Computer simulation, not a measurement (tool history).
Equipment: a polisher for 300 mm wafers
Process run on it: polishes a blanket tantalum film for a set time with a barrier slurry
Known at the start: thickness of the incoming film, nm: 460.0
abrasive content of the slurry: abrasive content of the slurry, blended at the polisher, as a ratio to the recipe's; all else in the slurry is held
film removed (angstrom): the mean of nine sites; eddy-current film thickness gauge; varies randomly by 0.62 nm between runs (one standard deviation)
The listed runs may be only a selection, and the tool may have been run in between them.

| run | hour | flow of slurry (ml/min) | pressure of the wafer on the pad (psi) | speed of the pad under the wafer (m/s) | abrasive content of the slurry | polishing time (s) | film removed (angstrom) |
|---|---|---|---|---|---|---|---|
| 1 | 0.0 | 265 | 2.1 | 1.26 | 1.00 | 26 | 681.54 |
| 2 | 8.1 | 265 | 2.1 | 1.26 | 1.00 | 26 | 683.00 |
| 3 | 16.9 | 265 | 2.1 | 1.26 | 0.85 | 26 | 645.17 |
| 4 | 20.4 | 265 | 2.0 | 1.26 | 0.85 | 26 | 629.30 |
| 5 | 23.2 | 265 | 2.0 | 1.26 | 0.85 | 26 | 625.49 |
| 6 | 26.5 | 210 | 2.0 | 1.26 | 0.85 | 26 | 600.70 |
| 7 | 27.3 | 210 | 1.9 | 1.26 | 0.85 | 26 | 570.61 |
| 8 | 28.1 | 210 | 1.8 | 1.26 | 0.85 | 26 | 558.11 |
| 9 | 32.8 | 210 | 1.7 | 1.26 | 0.85 | 26 | 531.11 |

Forecast run 10:
| 10 | 39.6 | 210 | 1.6 | 1.26 | 0.85 | 26 | ? |

{"run 10": {"film removed (angstrom)": 497.36}}
